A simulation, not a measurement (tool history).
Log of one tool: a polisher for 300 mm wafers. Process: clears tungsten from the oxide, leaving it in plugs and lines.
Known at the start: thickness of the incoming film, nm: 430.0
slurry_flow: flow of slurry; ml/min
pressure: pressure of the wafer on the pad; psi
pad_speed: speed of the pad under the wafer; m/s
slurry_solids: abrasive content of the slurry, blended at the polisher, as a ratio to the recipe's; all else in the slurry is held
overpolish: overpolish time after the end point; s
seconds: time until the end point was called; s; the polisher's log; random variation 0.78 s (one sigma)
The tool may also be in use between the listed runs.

| run | hour | slurry_flow | pressure | pad_speed | slurry_solids | overpolish | seconds |
|---|---|---|---|---|---|---|---|
| 1 | 0.0 | 120 | 2.8 | 0.88 | 1.0 | 17 | 133.620 |
| 2 | 0.7 | 120 | 2.8 | 0.68 | 1.0 | 17 | 160.270 |
| 3 | 3.2 | 120 | 2.8 | 0.78 | 1.0 | 17 | 145.050 |
| 4 | 11.0 | 130 | 3.3 | 0.78 | 1.0 | 17 | 122.700 |
| 5 | 15.1 | 120 | 3.3 | 0.78 | 1.0 | 17 | 122.170 |
| 6 | 18.8 | 120 | 2.8 | 0.78 | 1.0 | 17 | 145.740 |
| 7 | 21.5 | 120 | 3.3 | 0.80 | 1.0 | 17 | 123.610 |
| 8 | 25.7 | 130 | 3.6 | 0.80 | 1.0 | 17 | 110.580 |
| 9 | 32.9 | 130 | 3.9 | 0.82 | 1.0 | 17 | 101.610 |
| 10 | 37.3 | 130 | 3.9 | 0.82 | 1.0 | 17 | 99.978 |
| 11 | 40.3 | 155 | 4.4 | 0.82 | 1.0 | 17 | 87.410 |

Run 12 comes next. What will it give?
| 12 | 48.9 | 155 | 4.4 | 0.84 | 1.0 | 17 | ? |

seconds: 85.779 s

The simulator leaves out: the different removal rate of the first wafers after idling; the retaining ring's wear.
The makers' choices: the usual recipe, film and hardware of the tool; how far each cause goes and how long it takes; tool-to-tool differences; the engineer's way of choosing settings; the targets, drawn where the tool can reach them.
